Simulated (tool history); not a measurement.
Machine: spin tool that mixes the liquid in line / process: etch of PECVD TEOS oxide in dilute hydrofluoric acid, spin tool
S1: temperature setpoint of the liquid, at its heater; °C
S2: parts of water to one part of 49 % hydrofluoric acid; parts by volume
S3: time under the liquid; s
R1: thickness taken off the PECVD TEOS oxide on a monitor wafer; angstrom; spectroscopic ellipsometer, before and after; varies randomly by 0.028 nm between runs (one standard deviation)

run,hour,S1,S2,S3,R1
1,0.0,26.0,195,100,62.950
2,8.7,25.5,200,100,59.322
3,12.6,25.0,200,100,59.186
4,20.2,24.5,205,100,56.398
5,21.4,24.0,210,100,53.142
6,28.2,23.5,210,100,51.603

What does the tool deliver on the next run?
7,34.5,23.0,210,100,?

Run 7 came out at R1 51.004 angstrom.

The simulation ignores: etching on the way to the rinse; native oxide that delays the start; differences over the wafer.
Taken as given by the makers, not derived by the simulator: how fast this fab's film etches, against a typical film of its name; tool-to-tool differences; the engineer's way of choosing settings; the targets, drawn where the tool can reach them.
